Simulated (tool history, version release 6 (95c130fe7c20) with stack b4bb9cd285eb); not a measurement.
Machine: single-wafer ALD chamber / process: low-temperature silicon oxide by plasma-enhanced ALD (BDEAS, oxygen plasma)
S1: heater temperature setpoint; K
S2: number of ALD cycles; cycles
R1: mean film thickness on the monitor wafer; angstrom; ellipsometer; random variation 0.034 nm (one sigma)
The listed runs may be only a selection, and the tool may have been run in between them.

run 1 hour=0 | S1=383.15 S2=48 | R1=72.593
run 2 hour=1.9 | S1=378.15 S2=48 | R1=73.012
run 3 hour=4.6 | S1=378.15 S2=54 | R1=83.046
run 4 hour=9.8 | S1=378.15 S2=61 | R1=93.445
run 5 hour=14.4 | S1=385.15 S2=61 | R1=92.611
run 6 hour=18.7 | S1=385.15 S2=57 | R1=86.938
run 7 hour=24 | S1=385.15 S2=51 | R1=77.092

For run 8, what comes out?
run 8 hour=32 | S1=390.15 S2=43 | R1=?

{"run 8": {"R1": 64.293}}
